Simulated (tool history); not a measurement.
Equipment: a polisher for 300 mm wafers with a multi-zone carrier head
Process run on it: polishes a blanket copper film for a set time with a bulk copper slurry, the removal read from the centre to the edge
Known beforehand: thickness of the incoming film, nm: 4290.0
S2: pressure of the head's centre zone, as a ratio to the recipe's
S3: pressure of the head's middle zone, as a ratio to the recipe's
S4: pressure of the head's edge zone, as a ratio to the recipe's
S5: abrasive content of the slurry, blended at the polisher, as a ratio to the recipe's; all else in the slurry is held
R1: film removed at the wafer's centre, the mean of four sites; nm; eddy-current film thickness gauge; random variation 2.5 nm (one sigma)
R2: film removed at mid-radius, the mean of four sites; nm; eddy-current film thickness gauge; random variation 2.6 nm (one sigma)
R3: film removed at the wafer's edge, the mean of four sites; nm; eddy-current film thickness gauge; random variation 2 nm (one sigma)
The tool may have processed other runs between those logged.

{"run": 1, "hour": 0.0, "flow of slurry (ml/min)": 185, "S2": 1.0, "S3": 1.0, "S4": 1.0, "S5": 1.0, "polishing time (s)": 46, "R1": 333.62, "R2": 307.89, "R3": 302.94}
{"run": 2, "hour": 5.7, "flow of slurry (ml/min)": 185, "S2": 1.0, "S3": 1.0, "S4": 1.0, "S5": 0.85, "polishing time (s)": 46, "R1": 325.26, "R2": 292.96, "R3": 294.38}
{"run": 3, "hour": 11.9, "flow of slurry (ml/min)": 175, "S2": 0.96, "S3": 1.01, "S4": 1.0, "S5": 0.8, "polishing time (s)": 43, "R1": 291.79, "R2": 274.59, "R3": 264.94}
{"run": 4, "hour": 16.0, "flow of slurry (ml/min)": 175, "S2": 1.0, "S3": 1.01, "S4": 1.0, "S5": 0.8, "polishing time (s)": 43, "R1": 309.27, "R2": 271.07, "R3": 268.85}
{"run": 5, "hour": 23.2, "flow of slurry (ml/min)": 175, "S2": 1.04, "S3": 1.01, "S4": 1.0, "S5": 0.8, "polishing time (s)": 43, "R1": 319.49, "R2": 270.99, "R3": 265.84}
{"run": 6, "hour": 24.1, "flow of slurry (ml/min)": 175, "S2": 1.04, "S3": 1.01, "S4": 1.0, "S5": 0.8, "polishing time (s)": 48, "R1": 343.94, "R2": 304.86, "R3": 297.63}
{"run": 7, "hour": 28.0, "flow of slurry (ml/min)": 160, "S2": 0.99, "S3": 1.03, "S4": 1.04, "S5": 0.75, "polishing time (s)": 44, "R1": 295.71, "R2": 272.13, "R3": 271.41}

Expected results for the next run?
{"run": 8, "hour": 31.2, "flow of slurry (ml/min)": 150, "S2": 0.95, "S3": 1.05, "S4": 1.06, "S5": 0.7, "polishing time (s)": 42, "R1": "?", "R2": "?", "R3": "?"}

R1: 265.81 nm
R2: 254.79 nm
R3: 255.87 nm
